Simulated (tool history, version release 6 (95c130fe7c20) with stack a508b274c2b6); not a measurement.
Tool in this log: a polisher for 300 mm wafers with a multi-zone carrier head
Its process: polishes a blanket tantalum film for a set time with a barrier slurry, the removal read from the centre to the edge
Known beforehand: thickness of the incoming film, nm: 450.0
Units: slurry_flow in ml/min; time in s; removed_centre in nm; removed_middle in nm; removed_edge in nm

run,day,slurry_flow,centre_zone,middle_zone,edge_zone,slurry_solids,time,removed_centre,removed_middle,removed_edge
1,0,135,1,1,1,1,60,135.53,135.42,134.89
2,0.292,105,1,1,1,1,60,122.93,126.46,130.41
3,0.612,105,1,0.99,0.99,0.95,59,117.22,121.29,122.46
4,0.688,105,1,0.99,1.04,0.95,59,118.23,118.58,127.75
5,0.958,105,1,0.98,1.03,0.9,58,114.92,114.11,119.69
6,1.121,105,1,0.98,0.95,0.9,58,114.82,113.7,115.25
7,1.35,105,0.96,0.89,0.85,0.65,51,76.522,75.531,76.917
8,1.404,110,0.96,0.89,0.86,0.65,51,78.562,76.081,80.136
9,1.529,115,0.96,0.89,0.86,0.65,51,79.353,76.101,78.591
10,1.75,120,0.96,0.9,0.87,0.65,51,79.864,77.685,78.715

Run 11 has not been measured yet. What should we expect?
11,2.117,120,0.96,0.9,0.88,0.65,51,?,?,?

{"run 11": {"removed_centre": 80.99, "removed_middle": 79.23, "removed_edge": 79.935}}
